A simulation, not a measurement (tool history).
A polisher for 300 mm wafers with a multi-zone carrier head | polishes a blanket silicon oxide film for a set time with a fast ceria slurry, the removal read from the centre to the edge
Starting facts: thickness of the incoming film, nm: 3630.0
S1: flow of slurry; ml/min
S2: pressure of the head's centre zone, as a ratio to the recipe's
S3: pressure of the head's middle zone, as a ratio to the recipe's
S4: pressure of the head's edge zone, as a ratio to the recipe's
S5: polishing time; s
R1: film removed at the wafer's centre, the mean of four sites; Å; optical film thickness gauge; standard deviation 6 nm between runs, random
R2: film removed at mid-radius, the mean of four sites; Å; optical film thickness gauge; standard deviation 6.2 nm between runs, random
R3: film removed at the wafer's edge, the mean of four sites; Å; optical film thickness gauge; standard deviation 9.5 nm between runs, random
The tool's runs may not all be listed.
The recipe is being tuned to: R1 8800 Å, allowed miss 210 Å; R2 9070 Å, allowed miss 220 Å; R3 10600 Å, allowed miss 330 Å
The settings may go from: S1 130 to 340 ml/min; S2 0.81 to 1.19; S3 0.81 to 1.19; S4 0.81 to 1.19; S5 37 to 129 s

run,hour,S1,S2,S3,S4,S5,R1,R2,R3
1,0,220,1,1,1,83,7938.1,7708.1,7699.3
2,6.3,220,1,1,0.94,83,7892.7,7706.1,7443.7
3,11.1,220,1,1,0.89,83,7831.7,7797.3,7211
4,16.6,190,1,1,0.89,83,7652.8,7526.6,7225.9
5,24.9,190,1,1,0.89,65,6012.6,5843.2,5591.3
6,29.2,180,0.99,1,0.93,70,6303.2,6318.7,6127.8
7,30.4,175,0.98,0.99,0.96,74,6591.8,6476.5,6383.6
8,33.7,175,0.98,0.99,0.96,74,6559.3,6554.6,6593.7
9,39.6,170,0.98,0.99,0.99,78,6831.8,6873.7,7001.7
10,46.2,165,0.98,0.99,1.02,81,7177.4,7133.3,7230.9
11,51.2,180,0.96,0.98,1.04,83,7274.6,7334.7,7536.3

Exactly one of the 5 candidate moves below puts every result within its allowed miss. Which one?
A,56.2,140,0.89,0.91,1.1,116,?,?,?
B,56.2,140,0.95,1.02,1.15,120,?,?,?
C,56.2,170,1.04,1.12,1.03,101,?,?,?
D,56.2,245,0.98,1.13,0.95,94,?,?,?
E,56.2,145,0.93,0.96,1.11,115,?,?,?

move,R1,R2,R3
A,8851.6,9142.8,10526
B,9787,10405,11123
C,9481.1,9900,9122.6
D,8869.5,9845.5,8524.7
E,9266.1,9557.8,10540
A: meets every target
B: takes the result that was furthest off past its target
C: nearer than the last run, and not there yet
D: nearer than the last run, and not there yet
E: corrects the largest miss of the last run, while another result sits out of spec
A is the move that brings every result within its allowed miss.
